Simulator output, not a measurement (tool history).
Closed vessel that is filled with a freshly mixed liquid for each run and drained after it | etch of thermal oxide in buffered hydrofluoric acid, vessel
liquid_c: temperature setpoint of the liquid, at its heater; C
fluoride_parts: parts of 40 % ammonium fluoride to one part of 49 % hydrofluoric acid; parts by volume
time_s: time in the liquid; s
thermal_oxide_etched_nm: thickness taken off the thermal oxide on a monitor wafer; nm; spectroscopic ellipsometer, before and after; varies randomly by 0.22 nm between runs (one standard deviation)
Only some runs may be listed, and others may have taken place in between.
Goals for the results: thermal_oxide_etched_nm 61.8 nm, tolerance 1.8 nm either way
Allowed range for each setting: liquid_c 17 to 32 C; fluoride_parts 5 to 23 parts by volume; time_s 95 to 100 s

run,day,liquid_c,fluoride_parts,time_s,thermal_oxide_etched_nm
1,0,25,14,95,72.848
2,0.038,24.5,14,95,70.432
3,0.408,27.5,14,95,82.917
4,0.7,27.5,17.5,95,66.98
5,1.033,27.5,14.5,95,80.662
6,1.279,27,14.5,95,78.664
7,1.567,26.5,14.5,95,76.077
8,1.912,26,14.5,95,74.198
9,2.104,26,14.5,95,74.62
10,2.475,25.5,14.5,95,72.3
11,2.767,25,14.5,95,70.374

Exactly one of the 4 candidate moves below puts every result within its allowed miss. Which one?
A,3.058,24.5,17,100,?
B,3.058,25,15.5,95,?
C,3.058,24,15,95,?
D,3.058,22.5,16.5,100,?

move,thermal_oxide_etched_nm
A,61.945
B,66.223
C,64.767
D,57.167
A: all results in spec
B: gains on the last run, yet a result remains outside its allowed miss
C: gains on the last run, yet a result remains outside its allowed miss
D: the result that was furthest off in the last run now lies on the other side of its target
Go with A: it meets all targets.

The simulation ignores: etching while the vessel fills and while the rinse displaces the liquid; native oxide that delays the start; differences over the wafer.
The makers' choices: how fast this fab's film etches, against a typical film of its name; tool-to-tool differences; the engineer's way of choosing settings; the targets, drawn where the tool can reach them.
